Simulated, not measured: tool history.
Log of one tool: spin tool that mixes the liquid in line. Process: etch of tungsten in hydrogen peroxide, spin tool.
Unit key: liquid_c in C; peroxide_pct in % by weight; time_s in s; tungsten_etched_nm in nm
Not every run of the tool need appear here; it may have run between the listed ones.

run	hour	liquid_c	peroxide_pct	time_s	tungsten_etched_nm
1	0.0	50.0	16.5	15	40.253
2	4.7	51.5	16.5	15	44.287
3	5.7	51.5	16.5	15	44.260
4	9.4	51.5	16.5	15	43.616
5	12.5	52.5	16.5	15	46.297
6	18.1	53.5	16.5	15	49.859
7	26.5	54.0	16.5	15	51.209
8	33.7	54.5	16.5	15	52.966
9	39.6	55.0	16.5	15	54.295
10	48.1	55.5	16.5	15	55.683
11	54.9	56.0	16.5	15	57.515
12	58.0	56.5	16.5	15	59.049

Run 13 has not been measured yet. What should we expect?
13	62.2	57.0	16.5	15	?

{"run 13": {"tungsten_etched_nm": 61.518}}
